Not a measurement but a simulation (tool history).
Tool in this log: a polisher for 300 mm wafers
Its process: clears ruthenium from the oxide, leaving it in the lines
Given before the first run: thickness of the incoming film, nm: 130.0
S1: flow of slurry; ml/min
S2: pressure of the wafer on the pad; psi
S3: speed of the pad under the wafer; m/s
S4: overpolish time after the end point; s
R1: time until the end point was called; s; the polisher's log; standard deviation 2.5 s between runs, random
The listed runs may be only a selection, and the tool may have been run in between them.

run 1 day=0 | S1=300 S2=2.4 S3=0.94 S4=8 | R1=81.963
run 2 day=0.175 | S1=300 S2=2.4 S3=0.94 S4=8 | R1=83.658
run 3 day=0.242 | S1=300 S2=2.4 S3=0.94 S4=6 | R1=85.812
run 4 day=0.533 | S1=300 S2=2.4 S3=0.74 S4=6 | R1=105.79
run 5 day=0.9 | S1=300 S2=2.4 S3=0.86 S4=6 | R1=91.029
run 6 day=0.954 | S1=300 S2=2.4 S3=0.94 S4=6 | R1=87.03
run 7 day=1.167 | S1=300 S2=2.3 S3=0.92 S4=6 | R1=88.582
run 8 day=1.45 | S1=300 S2=2.2 S3=0.9 S4=6 | R1=94.372

Estimate the outcome of run 9 from the log above:
run 9 day=1.571 | S1=300 S2=2.1 S3=0.88 S4=6 | R1=?

Run 9 came out at R1 101.24 s.
